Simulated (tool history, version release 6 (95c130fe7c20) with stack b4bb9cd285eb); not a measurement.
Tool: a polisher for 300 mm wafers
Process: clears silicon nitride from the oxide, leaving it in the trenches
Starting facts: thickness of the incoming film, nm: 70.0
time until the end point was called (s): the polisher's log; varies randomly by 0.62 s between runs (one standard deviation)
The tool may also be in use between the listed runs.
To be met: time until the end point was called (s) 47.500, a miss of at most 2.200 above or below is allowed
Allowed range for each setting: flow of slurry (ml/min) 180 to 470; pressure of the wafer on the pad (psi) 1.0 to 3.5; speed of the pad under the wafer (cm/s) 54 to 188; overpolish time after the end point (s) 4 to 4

run	hour	flow of slurry (ml/min)	pressure of the wafer on the pad (psi)	speed of the pad under the wafer (cm/s)	overpolish time after the end point (s)	time until the end point was called (s)
1	0.0	300	2.2	120	4	75.433
2	8.1	300	2.4	120	4	66.881
3	14.9	360	2.4	120	4	68.004
4	22.7	360	2.6	120	4	63.677
5	26.1	360	2.6	120	4	63.988
6	31.1	360	2.8	120	4	59.125
7	37.2	360	2.9	120	4	58.277
8	41.7	360	3.0	122	4	55.269
9	46.0	360	3.1	122	4	54.361
10	47.8	360	3.2	122	4	52.908

Which of these 5 next moves meets every target?
A	49.6	355	3.1	164	4	?
B	49.6	325	3.2	162	4	?
C	49.6	415	3.3	154	4	?
D	49.6	375	3.5	126	4	?
E	49.6	345	3.5	150	4	?

move	time until the end point was called (s)
A	42.572
B	42.180
C	42.105
D	47.370
E	41.484
A: carries the result that was furthest off beyond its target, to the other side
B: carries the result that was furthest off beyond its target, to the other side
C: carries the result that was furthest off beyond its target, to the other side
D: all results land within tolerance of their targets
E: carries the result that was furthest off beyond its target, to the other side
Correct choice: D, which meets every target
